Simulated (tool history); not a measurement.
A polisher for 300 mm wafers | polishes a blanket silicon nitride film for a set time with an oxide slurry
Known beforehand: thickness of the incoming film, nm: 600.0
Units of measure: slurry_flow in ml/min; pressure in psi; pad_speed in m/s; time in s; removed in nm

run  hour  slurry_flow  pressure  pad_speed  slurry_solids  time  removed
  1   0.0          135       4.3       1.24            1.0   107   80.724
  2   5.3          135       4.3       1.24            1.0   107   78.636
  3  14.2          135       4.3       1.24            1.0   113   86.682
  4  19.2          110       4.3       1.24            1.0   113   81.755
  5  24.0          110       4.3       1.38            1.0   113   89.275
  6  25.4          110       4.3       1.38            1.0   107   86.210

Forecast run 7:
  7  26.9          110       4.1       1.38            1.0   107        ?

Run 7 yielded removed 79.705 nm.
